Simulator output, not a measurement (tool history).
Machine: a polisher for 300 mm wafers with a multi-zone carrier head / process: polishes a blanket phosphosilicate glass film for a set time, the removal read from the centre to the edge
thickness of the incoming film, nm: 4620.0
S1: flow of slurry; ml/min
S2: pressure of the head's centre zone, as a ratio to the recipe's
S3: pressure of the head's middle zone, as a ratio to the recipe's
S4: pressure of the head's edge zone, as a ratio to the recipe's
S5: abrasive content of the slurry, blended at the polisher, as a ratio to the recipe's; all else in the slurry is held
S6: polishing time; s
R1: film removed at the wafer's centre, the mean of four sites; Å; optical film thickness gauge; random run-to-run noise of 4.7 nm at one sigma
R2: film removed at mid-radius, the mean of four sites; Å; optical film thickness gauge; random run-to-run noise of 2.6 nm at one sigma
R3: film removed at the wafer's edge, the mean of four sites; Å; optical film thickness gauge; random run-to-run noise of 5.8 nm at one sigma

run 1 day=0 | S1=195 S2=1 S3=1 S4=1 S5=1 S6=78 | R1=5007.1 R2=4972.1 R3=5044
run 2 day=0.154 | S1=195 S2=1.03 S3=1 S4=1 S5=1 S6=78 | R1=5213.5 R2=5023.7 R3=5090.7
run 3 day=0.346 | S1=195 S2=1.03 S3=1.04 S4=1 S5=1 S6=78 | R1=5155.4 R2=5109 R3=5082.4
run 4 day=0.433 | S1=180 S2=0.97 S3=1 S4=0.97 S5=0.95 S6=78 | R1=4640.7 R2=4789 R3=4823.7
run 5 day=0.654 | S1=170 S2=0.94 S3=0.98 S4=0.94 S5=0.9 S6=78 | R1=4361 R2=4541.7 R3=4583.7
run 6 day=0.929 | S1=160 S2=0.91 S3=0.97 S4=0.92 S5=0.9 S6=78 | R1=4195.1 R2=4484.7 R3=4490.1
run 7 day=1.162 | S1=155 S2=0.89 S3=0.96 S4=0.91 S5=0.9 S6=78 | R1=4139.3 R2=4388 R3=4550.8

What does the tool deliver on the next run?
run 8 day=1.371 | S1=150 S2=0.88 S3=0.96 S4=0.89 S5=0.85 S6=78 | R1=? R2=? R3=?

Logged for run 8: R1 3937.1 Å, R2 4308.2 Å, R3 4203.8 Å.

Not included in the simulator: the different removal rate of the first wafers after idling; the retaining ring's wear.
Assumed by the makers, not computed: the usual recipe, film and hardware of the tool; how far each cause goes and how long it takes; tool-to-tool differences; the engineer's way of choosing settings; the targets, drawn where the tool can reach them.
